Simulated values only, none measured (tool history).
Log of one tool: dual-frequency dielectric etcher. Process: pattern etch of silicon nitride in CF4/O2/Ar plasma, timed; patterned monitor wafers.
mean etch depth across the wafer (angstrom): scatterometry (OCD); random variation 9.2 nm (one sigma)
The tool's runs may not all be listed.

| run | hour | source power (W) | bias power (W) | Ar flow (sccm) | CF4 flow (sccm) | etch time (s) | mean etch depth across the wafer (angstrom) |
|---|---|---|---|---|---|---|---|
| 1 | 0 | 520 | 53 | 124 | 101 | 544 | 10385 |
| 2 | 8.6 | 520 | 47 | 124 | 101 | 544 | 9824.4 |
| 3 | 17.5 | 520 | 47 | 111 | 101 | 544 | 9929.6 |
| 4 | 22.6 | 520 | 47 | 111 | 101 | 568 | 10176 |
| 5 | 30.4 | 520 | 56 | 111 | 101 | 568 | 11406 |
| 6 | 34.7 | 540 | 56 | 111 | 101 | 568 | 11698 |
| 7 | 36.9 | 550 | 56 | 111 | 101 | 568 | 11789 |
| 8 | 43.5 | 570 | 56 | 111 | 101 | 568 | 12328 |

Run 9 comes next. What will it give?
| 9 | 49.2 | 580 | 56 | 111 | 101 | 568 | ? |

{"run 9": {"mean etch depth across the wafer (angstrom)": 12469}}
